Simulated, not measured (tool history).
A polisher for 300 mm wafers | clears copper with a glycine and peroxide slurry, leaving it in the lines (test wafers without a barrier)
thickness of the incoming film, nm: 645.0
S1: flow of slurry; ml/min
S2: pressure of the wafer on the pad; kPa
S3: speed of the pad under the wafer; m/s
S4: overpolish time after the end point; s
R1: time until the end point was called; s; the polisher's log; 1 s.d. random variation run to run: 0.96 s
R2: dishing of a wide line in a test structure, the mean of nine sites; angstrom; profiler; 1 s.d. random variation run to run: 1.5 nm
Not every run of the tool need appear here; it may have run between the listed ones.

run,day,S1,S2,S3,S4,R1,R2
1,0,125,19.3,0.98,26,122.32,776.57
2,0.262,130,21.4,0.98,22,114.7,733.26
3,0.512,135,23.4,1,19,106.93,671.62
4,0.688,160,23.4,1,19,102.39,698.13
# day 0.712: head pressure recalibrated
5,0.712,160,27.6,1,19,86.944,802.17
6,0.9,160,27.6,1.24,19,75.984,882.13
7,1.067,160,26.9,1.24,17,75.435,788.83

Run 8, settings as shown, results not yet in. Your forecast:
8,1.275,155,26.2,1.24,16,?,?

{"run 8": {"R1": 77.598, "R2": 743.07}}
